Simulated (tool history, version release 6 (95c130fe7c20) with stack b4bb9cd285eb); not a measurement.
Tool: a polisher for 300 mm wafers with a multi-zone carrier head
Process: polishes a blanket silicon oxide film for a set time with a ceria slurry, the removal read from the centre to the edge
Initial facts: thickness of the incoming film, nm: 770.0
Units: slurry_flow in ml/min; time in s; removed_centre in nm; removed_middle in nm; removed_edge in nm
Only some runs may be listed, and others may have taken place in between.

run    day  slurry_flow  centre_zone  middle_zone  edge_zone  time  removed_centre  removed_middle  removed_edge
  1  0.000          235         1.00         1.00       1.00    37          228.19          212.87        227.07
  2  0.229          235         1.00         1.06       1.00    37          230.38          232.22        222.35
  3  0.596          235         1.04         1.06       1.00    37          239.39          231.05        230.55
  4  0.746          205         1.04         1.06       1.00    37          234.42          226.73        222.87
  5  0.958          205         1.08         1.06       1.00    37          242.59          227.51        226.47
  6  1.329          205         1.08         1.06       1.00    28          187.40          169.89        171.78

Forecast run 7:
  7  1.550          200         1.05         1.04       0.98    27               ?               ?             ?

removed_centre: 173.84 nm
removed_middle: 164.03 nm
removed_edge: 163.67 nm

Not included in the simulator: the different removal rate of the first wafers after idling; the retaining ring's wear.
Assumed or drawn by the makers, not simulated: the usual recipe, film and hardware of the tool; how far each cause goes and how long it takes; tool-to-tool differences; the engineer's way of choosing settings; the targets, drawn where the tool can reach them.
